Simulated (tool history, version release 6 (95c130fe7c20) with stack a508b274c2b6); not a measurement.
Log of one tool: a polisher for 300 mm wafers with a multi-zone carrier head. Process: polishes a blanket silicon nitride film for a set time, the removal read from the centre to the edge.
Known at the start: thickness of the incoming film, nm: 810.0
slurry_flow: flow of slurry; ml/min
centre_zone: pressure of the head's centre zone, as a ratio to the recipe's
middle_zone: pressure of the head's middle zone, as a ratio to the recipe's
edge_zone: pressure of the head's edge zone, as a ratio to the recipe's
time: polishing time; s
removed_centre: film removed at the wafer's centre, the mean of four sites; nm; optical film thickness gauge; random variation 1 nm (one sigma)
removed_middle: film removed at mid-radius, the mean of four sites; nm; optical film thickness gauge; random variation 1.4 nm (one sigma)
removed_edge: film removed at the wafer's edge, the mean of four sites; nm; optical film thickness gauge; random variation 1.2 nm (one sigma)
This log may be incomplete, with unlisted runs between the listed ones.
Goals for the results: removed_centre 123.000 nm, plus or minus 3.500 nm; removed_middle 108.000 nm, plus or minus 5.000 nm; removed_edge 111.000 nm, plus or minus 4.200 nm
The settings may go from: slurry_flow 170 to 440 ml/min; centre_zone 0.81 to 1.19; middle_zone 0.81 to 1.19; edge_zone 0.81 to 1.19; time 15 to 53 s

{"run": 1, "hour": 0.0, "slurry_flow": 280, "centre_zone": 1.0, "middle_zone": 1.0, "edge_zone": 1.0, "time": 34, "removed_centre": 81.988, "removed_middle": 81.835, "removed_edge": 82.293}
{"run": 2, "hour": 1.3, "slurry_flow": 280, "centre_zone": 1.0, "middle_zone": 1.04, "edge_zone": 1.0, "time": 34, "removed_centre": 82.455, "removed_middle": 85.313, "removed_edge": 81.865}
{"run": 3, "hour": 2.0, "slurry_flow": 315, "centre_zone": 1.0, "middle_zone": 1.04, "edge_zone": 1.0, "time": 34, "removed_centre": 82.675, "removed_middle": 85.004, "removed_edge": 81.385}
{"run": 4, "hour": 7.0, "slurry_flow": 310, "centre_zone": 1.03, "middle_zone": 1.04, "edge_zone": 1.02, "time": 36, "removed_centre": 88.775, "removed_middle": 89.547, "removed_edge": 87.451}
{"run": 5, "hour": 12.3, "slurry_flow": 310, "centre_zone": 1.03, "middle_zone": 1.04, "edge_zone": 1.07, "time": 36, "removed_centre": 89.7, "removed_middle": 89.779, "removed_edge": 91.629}
{"run": 6, "hour": 15.5, "slurry_flow": 310, "centre_zone": 1.07, "middle_zone": 1.04, "edge_zone": 1.07, "time": 38, "removed_centre": 100.34, "removed_middle": 94.793, "removed_edge": 94.955}
{"run": 7, "hour": 19.1, "slurry_flow": 310, "centre_zone": 1.09, "middle_zone": 1.05, "edge_zone": 1.09, "time": 39, "removed_centre": 104.25, "removed_middle": 97.286, "removed_edge": 98.019}
{"run": 8, "hour": 27.2, "slurry_flow": 310, "centre_zone": 1.11, "middle_zone": 1.06, "edge_zone": 1.11, "time": 40, "removed_centre": 108.63, "removed_middle": 101.31, "removed_edge": 101.55}
{"run": 9, "hour": 33.0, "slurry_flow": 315, "centre_zone": 1.13, "middle_zone": 1.06, "edge_zone": 1.13, "time": 41, "removed_centre": 113.44, "removed_middle": 104.21, "removed_edge": 106.56}

Exactly one of the 4 candidate moves below puts every result within its allowed miss. Which one?
{"run": "A", "hour": 38.8, "slurry_flow": 325, "centre_zone": 1.01, "middle_zone": 1.16, "edge_zone": 1.13, "time": 40, "removed_centre": "?", "removed_middle": "?", "removed_edge": "?"}
{"run": "B", "hour": 38.8, "slurry_flow": 325, "centre_zone": 1.16, "middle_zone": 1.17, "edge_zone": 1.11, "time": 41, "removed_centre": "?", "removed_middle": "?", "removed_edge": "?"}
{"run": "C", "hour": 38.8, "slurry_flow": 310, "centre_zone": 1.16, "middle_zone": 1.03, "edge_zone": 1.12, "time": 43, "removed_centre": "?", "removed_middle": "?", "removed_edge": "?"}
{"run": "D", "hour": 38.8, "slurry_flow": 330, "centre_zone": 1.18, "middle_zone": 1.11, "edge_zone": 1.12, "time": 39, "removed_centre": "?", "removed_middle": "?", "removed_edge": "?"}

move=A removed_centre=99.486 removed_middle=109.290 removed_edge=101.820
move=B removed_centre=117.240 removed_middle=112.620 removed_edge=103.400
move=C removed_centre=122.260 removed_middle=107.680 removed_edge=108.740
move=D removed_centre=113.590 removed_middle=103.390 removed_edge=98.978
A: its largest miss is bigger than the last run's
B: moves toward the targets from the last run without getting all of them in spec
C: in spec on every target
D: no better and no worse than the last run
C meets every target.
